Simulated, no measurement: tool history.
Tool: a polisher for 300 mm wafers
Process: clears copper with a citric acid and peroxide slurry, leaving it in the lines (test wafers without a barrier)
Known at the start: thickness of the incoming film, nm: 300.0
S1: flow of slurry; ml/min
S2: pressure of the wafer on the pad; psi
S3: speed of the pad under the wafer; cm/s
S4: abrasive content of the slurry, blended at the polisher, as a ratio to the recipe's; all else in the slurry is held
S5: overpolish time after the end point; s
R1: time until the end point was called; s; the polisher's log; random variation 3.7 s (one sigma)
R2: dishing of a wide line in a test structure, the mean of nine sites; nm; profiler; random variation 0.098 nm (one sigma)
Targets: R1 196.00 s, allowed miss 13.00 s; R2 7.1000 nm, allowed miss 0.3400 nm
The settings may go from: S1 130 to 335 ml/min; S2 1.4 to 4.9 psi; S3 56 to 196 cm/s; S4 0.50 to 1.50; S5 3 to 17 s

Run 1, hour 0.0: S1 215 ml/min, S2 3.1 psi, S3 126 cm/s, S4 1.00, S5 9 s. Result: R1 140.01 s, R2 13.8870 nm.
Run 2, hour 8.8: S1 215 ml/min, S2 3.1 psi, S3 110 cm/s, S4 1.00, S5 9 s. Result: R1 159.82 s, R2 12.5170 nm.
Run 3, hour 10.6: S1 215 ml/min, S2 3.1 psi, S3 110 cm/s, S4 1.00, S5 6 s. Result: R1 164.58 s, R2 8.5094 nm.
Run 4, hour 13.4: S1 215 ml/min, S2 3.0 psi, S3 110 cm/s, S4 1.00, S5 6 s. Result: R1 160.73 s, R2 8.5631 nm.
Run 5, hour 19.9: S1 215 ml/min, S2 2.9 psi, S3 110 cm/s, S4 1.00, S5 6 s. Result: R1 169.08 s, R2 8.2461 nm.
At hour 22.5: worn pad replaced by a new one.
Run 6, hour 22.5: S1 215 ml/min, S2 2.9 psi, S3 110 cm/s, S4 1.00, S5 7 s. Result: R1 155.22 s, R2 10.1330 nm.
Run 7, hour 30.1: S1 215 ml/min, S2 2.9 psi, S3 104 cm/s, S4 1.00, S5 7 s. Result: R1 165.95 s, R2 9.5488 nm.
Run 8, hour 38.3: S1 215 ml/min, S2 2.8 psi, S3 102 cm/s, S4 1.00, S5 7 s. Result: R1 169.81 s, R2 9.2406 nm.
Run 9, hour 42.2: S1 215 ml/min, S2 2.7 psi, S3 100 cm/s, S4 1.00, S5 7 s. Result: R1 182.73 s, R2 9.0327 nm.

5 next moves are on the table. One of them brings every result within its allowed miss. Which?
Run A, hour 46.1: S1 245 ml/min, S2 2.8 psi, S3 106 cm/s, S4 1.05, S5 5 s. Result: R1 ?, R2 ?.
Run B, hour 46.1: S1 210 ml/min, S2 2.6 psi, S3 100 cm/s, S4 0.95, S5 5 s. Result: R1 ?, R2 ?.
Run C, hour 46.1: S1 190 ml/min, S2 2.8 psi, S3 84 cm/s, S4 0.85, S5 6 s. Result: R1 ?, R2 ?.
Run D, hour 46.1: S1 225 ml/min, S2 2.3 psi, S3 104 cm/s, S4 1.05, S5 6 s. Result: R1 ?, R2 ?.
Run E, hour 46.1: S1 210 ml/min, S2 2.5 psi, S3 120 cm/s, S4 1.00, S5 7 s. Result: R1 ?, R2 ?.

move      R1      R2
   A  164.55  7.0110
   B  191.74  6.0711
   C  222.74  6.2632
   D  195.77  7.0613
   E  163.67  9.6032
A: brings the result that was furthest off to its target, and leaves another outside
B: takes the result that was furthest off past its target
C: takes the result that was furthest off past its target
D: meets every target
E: further off than the last run
Answer: D
